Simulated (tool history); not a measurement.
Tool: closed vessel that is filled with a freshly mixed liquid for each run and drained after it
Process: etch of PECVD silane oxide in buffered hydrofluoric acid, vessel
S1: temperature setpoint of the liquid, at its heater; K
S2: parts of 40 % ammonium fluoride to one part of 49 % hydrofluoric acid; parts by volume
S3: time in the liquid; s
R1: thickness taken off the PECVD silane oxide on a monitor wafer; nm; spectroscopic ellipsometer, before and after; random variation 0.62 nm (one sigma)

run  hour      S1    S2  S3      R1
  1   0.0  297.15  11.5  30  57.798
  2   4.4  297.65  11.5  30  59.125
  3  10.5  298.15  11.5  30  60.762
  4  16.2  296.15  11.5  30  54.207
  5  23.4  294.65  11.5  30  50.551
  6  30.1  295.65  11.5  30  52.557
  7  35.8  296.65  11.5  30  55.419
  8  36.8  297.65  11.5  30  58.108
  9  40.4  298.15  11.5  30  60.580

The next listed run, before its measurement:
 10  46.1  298.65  11.5  30   ?

Run 10 gave R1 62.539 nm.

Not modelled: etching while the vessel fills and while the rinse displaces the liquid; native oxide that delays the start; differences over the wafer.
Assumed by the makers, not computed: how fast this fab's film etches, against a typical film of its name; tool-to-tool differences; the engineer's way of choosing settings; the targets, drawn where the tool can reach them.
